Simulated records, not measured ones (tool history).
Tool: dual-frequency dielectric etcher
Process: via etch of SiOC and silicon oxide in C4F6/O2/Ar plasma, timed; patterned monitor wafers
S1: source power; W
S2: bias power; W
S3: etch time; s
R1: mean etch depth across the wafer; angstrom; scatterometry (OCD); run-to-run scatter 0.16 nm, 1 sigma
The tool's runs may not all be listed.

run,hour,S1,S2,S3,R1
1,0.0,280,199,48.0,504.66
2,2.6,290,200,48.0,509.07
3,5.2,250,200,48.0,487.01
4,9.6,260,202,48.0,492.78
5,12.0,260,189,48.0,484.76
6,18.5,240,189,48.0,471.26
7,22.9,250,191,48.0,479.71
8,29.9,260,193,48.0,484.76

Predict the results of run 9:
9,37.5,270,195,48.0,?

R1: 495.70 angstrom

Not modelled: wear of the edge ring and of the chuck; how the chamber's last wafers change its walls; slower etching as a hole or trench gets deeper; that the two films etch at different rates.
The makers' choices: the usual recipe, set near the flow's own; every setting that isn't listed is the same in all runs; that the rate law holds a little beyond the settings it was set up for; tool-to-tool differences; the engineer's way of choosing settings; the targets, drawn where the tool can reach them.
